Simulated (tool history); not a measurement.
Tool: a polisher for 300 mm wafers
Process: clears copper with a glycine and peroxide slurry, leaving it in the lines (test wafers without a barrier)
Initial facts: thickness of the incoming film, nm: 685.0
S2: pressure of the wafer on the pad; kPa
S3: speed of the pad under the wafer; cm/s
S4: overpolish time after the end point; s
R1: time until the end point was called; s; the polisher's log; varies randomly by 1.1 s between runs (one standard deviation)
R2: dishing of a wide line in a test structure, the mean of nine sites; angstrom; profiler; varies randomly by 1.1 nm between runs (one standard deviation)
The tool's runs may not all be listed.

{"run": 1, "day": 0.0, "flow of slurry (ml/min)": 245, "S2": 22.8, "S3": 104, "S4": 24, "R1": 128.49, "R2": 803.23}
{"run": 2, "day": 0.071, "flow of slurry (ml/min)": 250, "S2": 23.4, "S3": 104, "S4": 22, "R1": 122.73, "R2": 800.83}
{"run": 3, "day": 0.271, "flow of slurry (ml/min)": 250, "S2": 20, "S3": 104, "S4": 22, "R1": 140.16, "R2": 721.03}
{"run": 4, "day": 0.317, "flow of slurry (ml/min)": 250, "S2": 20, "S3": 104, "S4": 29, "R1": 140.13, "R2": 884.06}
{"run": 5, "day": 0.625, "flow of slurry (ml/min)": 255, "S2": 21.4, "S3": 104, "S4": 26, "R1": 132.28, "R2": 853.5}
{"run": 6, "day": 1.0, "flow of slurry (ml/min)": 255, "S2": 24.1, "S3": 104, "S4": 26, "R1": 119.99, "R2": 907.76}
{"run": 7, "day": 1.162, "flow of slurry (ml/min)": 260, "S2": 24.8, "S3": 104, "S4": 23, "R1": 115.91, "R2": 836.21}

Estimate the outcome of run 8 from the log above:
{"run": 8, "day": 1.467, "flow of slurry (ml/min)": 270, "S2": 24.8, "S3": 104, "S4": 21, "R1": "?", "R2": "?"}

Run 8 yielded R1 119.18 s, R2 785.28 angstrom.
